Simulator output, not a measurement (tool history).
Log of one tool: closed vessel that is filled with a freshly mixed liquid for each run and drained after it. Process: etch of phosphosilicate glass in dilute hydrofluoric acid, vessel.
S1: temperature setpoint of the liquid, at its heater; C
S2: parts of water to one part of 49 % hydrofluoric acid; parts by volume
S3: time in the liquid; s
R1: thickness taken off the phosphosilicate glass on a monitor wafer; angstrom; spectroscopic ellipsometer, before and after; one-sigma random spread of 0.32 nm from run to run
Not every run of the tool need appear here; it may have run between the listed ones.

run 1 day=0 | S1=24 S2=60 S3=30 | R1=349.61
run 2 day=0.221 | S1=22 S2=60 S3=30 | R1=325.06
run 3 day=0.258 | S1=24.5 S2=60 S3=30 | R1=361.7
run 4 day=0.483 | S1=26 S2=60 S3=30 | R1=384.44
run 5 day=0.538 | S1=27 S2=60 S3=30 | R1=402.44
run 6 day=0.858 | S1=27 S2=40 S3=30 | R1=612.27
run 7 day=1.121 | S1=25.5 S2=40 S3=30 | R1=578.11

Run 8 comes next. What will it give?
run 8 day=1.225 | S1=24 S2=40 S3=30 | R1=?

R1: 547.92 angstrom
